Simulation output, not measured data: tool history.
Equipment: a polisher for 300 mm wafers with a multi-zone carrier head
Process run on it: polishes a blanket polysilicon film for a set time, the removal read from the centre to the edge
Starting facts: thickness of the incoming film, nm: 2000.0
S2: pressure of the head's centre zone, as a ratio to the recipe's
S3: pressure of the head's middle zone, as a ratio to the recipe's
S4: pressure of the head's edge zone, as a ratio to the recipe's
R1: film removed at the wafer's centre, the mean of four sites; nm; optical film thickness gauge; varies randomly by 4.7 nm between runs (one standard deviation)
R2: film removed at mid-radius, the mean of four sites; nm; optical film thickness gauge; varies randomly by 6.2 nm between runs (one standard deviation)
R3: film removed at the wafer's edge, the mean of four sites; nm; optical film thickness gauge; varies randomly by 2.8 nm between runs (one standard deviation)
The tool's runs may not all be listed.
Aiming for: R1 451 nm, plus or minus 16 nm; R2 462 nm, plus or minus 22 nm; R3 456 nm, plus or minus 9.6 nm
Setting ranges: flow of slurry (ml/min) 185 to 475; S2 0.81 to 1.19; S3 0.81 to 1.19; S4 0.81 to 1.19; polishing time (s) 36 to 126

{"run": 1, "day": 0.0, "flow of slurry (ml/min)": 305, "S2": 1, "S3": 1, "S4": 1, "polishing time (s)": 81, "R1": 620.27, "R2": 570.45, "R3": 552.35}
{"run": 2, "day": 0.183, "flow of slurry (ml/min)": 305, "S2": 1, "S3": 1, "S4": 1.06, "polishing time (s)": 81, "R1": 614.56, "R2": 566.81, "R3": 572.83}
{"run": 3, "day": 0.308, "flow of slurry (ml/min)": 300, "S2": 0.97, "S3": 0.99, "S4": 1.03, "polishing time (s)": 79, "R1": 575.35, "R2": 558.16, "R3": 549.86}
{"run": 4, "day": 0.646, "flow of slurry (ml/min)": 295, "S2": 0.95, "S3": 0.97, "S4": 1.01, "polishing time (s)": 77, "R1": 549.33, "R2": 531.36, "R3": 529.42}
{"run": 5, "day": 0.733, "flow of slurry (ml/min)": 295, "S2": 0.95, "S3": 0.97, "S4": 1.01, "polishing time (s)": 89, "R1": 646, "R2": 605.42, "R3": 612.96}
{"run": 6, "day": 0.767, "flow of slurry (ml/min)": 295, "S2": 0.95, "S3": 0.89, "S4": 1.01, "polishing time (s)": 89, "R1": 634.9, "R2": 558.65, "R3": 616.13}
{"run": 7, "day": 0.821, "flow of slurry (ml/min)": 290, "S2": 0.93, "S3": 0.89, "S4": 0.98, "polishing time (s)": 86, "R1": 608.7, "R2": 555.65, "R3": 581.85}
{"run": 8, "day": 0.921, "flow of slurry (ml/min)": 285, "S2": 0.91, "S3": 0.88, "S4": 0.97, "polishing time (s)": 83, "R1": 576.03, "R2": 532.94, "R3": 565.13}
{"run": 9, "day": 1.042, "flow of slurry (ml/min)": 285, "S2": 0.9, "S3": 0.88, "S4": 0.95, "polishing time (s)": 80, "R1": 549.88, "R2": 517.51, "R3": 537.89}
{"run": 10, "day": 1.292, "flow of slurry (ml/min)": 280, "S2": 0.89, "S3": 0.88, "S4": 0.94, "polishing time (s)": 78, "R1": 525.45, "R2": 491.52, "R3": 522.52}
{"day": 1.529, "done": "centre zone pressure recalibrated"}
{"run": 11, "day": 1.529, "flow of slurry (ml/min)": 280, "S2": 0.88, "S3": 0.89, "S4": 0.92, "polishing time (s)": 77, "R1": 463.33, "R2": 496.93, "R3": 508.87}
{"run": 12, "day": 1.633, "flow of slurry (ml/min)": 280, "S2": 0.89, "S3": 0.89, "S4": 0.91, "polishing time (s)": 76, "R1": 459.37, "R2": 499.51, "R3": 499.25}
{"run": 13, "day": 1.838, "flow of slurry (ml/min)": 280, "S2": 0.91, "S3": 0.88, "S4": 0.9, "polishing time (s)": 75, "R1": 465.8, "R2": 488.08, "R3": 488.23}
{"run": 14, "day": 2.142, "flow of slurry (ml/min)": 275, "S2": 0.92, "S3": 0.87, "S4": 0.89, "polishing time (s)": 75, "R1": 475.43, "R2": 468.29, "R3": 484.75}
{"run": 15, "day": 2.196, "flow of slurry (ml/min)": 270, "S2": 0.93, "S3": 0.88, "S4": 0.88, "polishing time (s)": 75, "R1": 482.55, "R2": 485.23, "R3": 489.98}
{"run": 16, "day": 2.508, "flow of slurry (ml/min)": 275, "S2": 0.91, "S3": 0.87, "S4": 0.82, "polishing time (s)": 70, "R1": 434.24, "R2": 453.08, "R3": 438.63}
{"run": 17, "day": 2.583, "flow of slurry (ml/min)": 275, "S2": 0.91, "S3": 0.87, "S4": 0.83, "polishing time (s)": 70, "R1": 436.73, "R2": 433.56, "R3": 446.06}
{"run": 18, "day": 2.892, "flow of slurry (ml/min)": 280, "S2": 0.91, "S3": 0.88, "S4": 0.83, "polishing time (s)": 70, "R1": 440.22, "R2": 446.8, "R3": 450.12}
{"run": 19, "day": 3.125, "flow of slurry (ml/min)": 285, "S2": 0.91, "S3": 0.89, "S4": 0.83, "polishing time (s)": 70, "R1": 427.94, "R2": 455.46, "R3": 444.37}
{"run": 20, "day": 3.246, "flow of slurry (ml/min)": 285, "S2": 0.91, "S3": 0.89, "S4": 0.84, "polishing time (s)": 70, "R1": 437.49, "R2": 453.4, "R3": 445.55}

Exactly one of the 5 candidate moves below puts every result within its allowed miss. Which one?
{"run": "A", "day": 3.367, "flow of slurry (ml/min)": 245, "S2": 0.86, "S3": 0.9, "S4": 0.84, "polishing time (s)": 73, "R1": "?", "R2": "?", "R3": "?"}
{"run": "B", "day": 3.367, "flow of slurry (ml/min)": 265, "S2": 0.86, "S3": 0.94, "S4": 0.81, "polishing time (s)": 72, "R1": "?", "R2": "?", "R3": "?"}
{"run": "C", "day": 3.367, "flow of slurry (ml/min)": 345, "S2": 0.93, "S3": 0.91, "S4": 0.87, "polishing time (s)": 69, "R1": "?", "R2": "?", "R3": "?"}
{"run": "D", "day": 3.367, "flow of slurry (ml/min)": 185, "S2": 0.9, "S3": 1.02, "S4": 0.81, "polishing time (s)": 72, "R1": "?", "R2": "?", "R3": "?"}
{"run": "E", "day": 3.367, "flow of slurry (ml/min)": 315, "S2": 0.94, "S3": 0.94, "S4": 0.81, "polishing time (s)": 69, "R1": "?", "R2": "?", "R3": "?"}

move=A R1=422.04 R2=470.84 R3=460.31
move=B R1=421.09 R2=482.04 R3=451.2
move=C R1=450.39 R2=465.34 R3=453.81
move=D R1=414.25 R2=480.08 R3=432.5
move=E R1=450.99 R2=470.76 R3=438.79
A: brings the result that was furthest off to its target, and leaves another outside
B: brings the result that was furthest off to its target, and leaves another outside
C: every result lands within tolerance
D: misses by more than the last run did
E: misses by more than the last run did
The right move is C.

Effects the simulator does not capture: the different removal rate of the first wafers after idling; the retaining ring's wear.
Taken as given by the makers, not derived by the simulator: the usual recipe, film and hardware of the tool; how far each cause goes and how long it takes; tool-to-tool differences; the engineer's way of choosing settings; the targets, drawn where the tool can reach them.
